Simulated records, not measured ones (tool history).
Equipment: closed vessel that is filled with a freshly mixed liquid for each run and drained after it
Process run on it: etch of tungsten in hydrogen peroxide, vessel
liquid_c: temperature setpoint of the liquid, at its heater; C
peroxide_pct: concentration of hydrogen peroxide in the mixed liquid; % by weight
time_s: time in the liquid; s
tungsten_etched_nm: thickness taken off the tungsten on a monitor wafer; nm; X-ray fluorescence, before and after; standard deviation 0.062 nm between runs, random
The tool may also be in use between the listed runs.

Run 1, hour 0: liquid_c 48 C, peroxide_pct 16.5 % by weight, time_s 30 s. Result: tungsten_etched_nm 30.713 nm.
Run 2, hour 6: liquid_c 44.5 C, peroxide_pct 16.5 % by weight, time_s 30 s. Result: tungsten_etched_nm 24.778 nm.
Run 3, hour 8.3: liquid_c 42 C, peroxide_pct 16.5 % by weight, time_s 30 s. Result: tungsten_etched_nm 21.083 nm.
Run 4, hour 15.5: liquid_c 40.5 C, peroxide_pct 16.5 % by weight, time_s 30 s. Result: tungsten_etched_nm 19.085 nm.
Run 5, hour 22.1: liquid_c 40.5 C, peroxide_pct 19 % by weight, time_s 30 s. Result: tungsten_etched_nm 20.519 nm.
Run 6, hour 27.3: liquid_c 33.5 C, peroxide_pct 19 % by weight, time_s 30 s. Result: tungsten_etched_nm 12.867 nm.
Run 7, hour 30.7: liquid_c 34.5 C, peroxide_pct 19 % by weight, time_s 30 s. Result: tungsten_etched_nm 13.841 nm.

For run 8, what comes out?
Run 8, hour 39.7: liquid_c 34.5 C, peroxide_pct 19 % by weight, time_s 30 s. Result: tungsten_etched_nm ?.

{"run 8": {"tungsten_etched_nm": 13.922}}
